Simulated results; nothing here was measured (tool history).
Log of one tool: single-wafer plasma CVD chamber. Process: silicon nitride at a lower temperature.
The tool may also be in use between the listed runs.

| run | hour | heater temperature setpoint (°C) | chamber pressure (Pa) | RF power (W) | deposition time (s) | mean film thickness on the monitor wafer (Å) |
|---|---|---|---|---|---|---|
| 1 | 0 | 375 | 148 | 275 | 9.3 | 82.49 |
| 2 | 2.6 | 375 | 172 | 275 | 9.3 | 87.468 |
| 3 | 10.7 | 366 | 172 | 275 | 9.3 | 88.166 |
| 4 | 13.8 | 366 | 172 | 240 | 9.3 | 76.441 |
| 5 | 17.3 | 366 | 157 | 235 | 9.3 | 73.757 |
| 6 | 21.9 | 366 | 157 | 235 | 9.3 | 72.932 |

The next listed run, before its measurement:
| 7 | 23.6 | 366 | 145 | 230 | 9.3 | ? |

mean film thickness on the monitor wafer (Å): 69.097
